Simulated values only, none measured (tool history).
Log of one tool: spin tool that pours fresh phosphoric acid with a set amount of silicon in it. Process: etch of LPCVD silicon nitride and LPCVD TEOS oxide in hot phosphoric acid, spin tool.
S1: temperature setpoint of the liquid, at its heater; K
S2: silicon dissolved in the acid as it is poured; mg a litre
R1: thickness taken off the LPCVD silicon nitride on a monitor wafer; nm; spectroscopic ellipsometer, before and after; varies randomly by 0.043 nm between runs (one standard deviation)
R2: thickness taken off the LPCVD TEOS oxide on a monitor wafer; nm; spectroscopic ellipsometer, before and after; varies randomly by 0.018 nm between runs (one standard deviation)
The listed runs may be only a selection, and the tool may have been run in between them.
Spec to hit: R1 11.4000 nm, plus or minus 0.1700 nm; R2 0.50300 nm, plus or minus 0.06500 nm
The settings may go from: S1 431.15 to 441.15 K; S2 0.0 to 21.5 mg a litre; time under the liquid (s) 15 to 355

{"run": 1, "hour": 0.0, "S1": 436.15, "S2": 9.5, "time under the liquid (s)": 180, "R1": 17.4, "R2": 0.61547}
{"run": 2, "hour": 5.7, "S1": 435.65, "S2": 7.5, "time under the liquid (s)": 165, "R1": 15.765, "R2": 0.57197}
{"run": 3, "hour": 8.4, "S1": 435.15, "S2": 6.0, "time under the liquid (s)": 155, "R1": 14.477, "R2": 0.51965}
{"run": 4, "hour": 11.6, "S1": 435.15, "S2": 4.5, "time under the liquid (s)": 145, "R1": 13.548, "R2": 0.48531}
{"run": 5, "hour": 16.1, "S1": 436.65, "S2": 4.5, "time under the liquid (s)": 145, "R1": 14.169, "R2": 0.58847}
{"run": 6, "hour": 19.2, "S1": 436.65, "S2": 4.5, "time under the liquid (s)": 70, "R1": 6.8434, "R2": 0.27505}
{"run": 7, "hour": 23.4, "S1": 436.65, "S2": 4.5, "time under the liquid (s)": 70, "R1": 6.8962, "R2": 0.28337}
{"run": 8, "hour": 26.2, "S1": 436.65, "S2": 3.5, "time under the liquid (s)": 80, "R1": 7.8373, "R2": 0.32685}
{"run": 9, "hour": 28.8, "S1": 438.65, "S2": 0.0, "time under the liquid (s)": 130, "R1": 13.679, "R2": 0.62063}

Next run, 5 choices. One meets every target within its allowed miss, the rest don't. Which?
{"run": "A", "hour": 31.4, "S1": 441.15, "S2": 0.0, "time under the liquid (s)": 105, "R1": "?", "R2": "?"}
{"run": "B", "hour": 31.4, "S1": 435.15, "S2": 12.0, "time under the liquid (s)": 170, "R1": "?", "R2": "?"}
{"run": "C", "hour": 31.4, "S1": 435.15, "S2": 7.0, "time under the liquid (s)": 160, "R1": "?", "R2": "?"}
{"run": "D", "hour": 31.4, "S1": 437.15, "S2": 4.5, "time under the liquid (s)": 120, "R1": "?", "R2": "?"}
{"run": "E", "hour": 31.4, "S1": 437.15, "S2": 2.5, "time under the liquid (s)": 115, "R1": "?", "R2": "?"}

move=A R1=11.8710 R2=0.61061
move=B R1=15.7840 R2=0.50052
move=C R1=14.8560 R2=0.52586
move=D R1=11.9050 R2=0.48024
move=E R1=11.4090 R2=0.47845
A: nearer than the last run, and not there yet
B: the biggest miss grows against the last run
C: the biggest miss grows against the last run
D: nearer than the last run, and not there yet
E: every result lands within tolerance
E is the move that brings every result within its allowed miss.

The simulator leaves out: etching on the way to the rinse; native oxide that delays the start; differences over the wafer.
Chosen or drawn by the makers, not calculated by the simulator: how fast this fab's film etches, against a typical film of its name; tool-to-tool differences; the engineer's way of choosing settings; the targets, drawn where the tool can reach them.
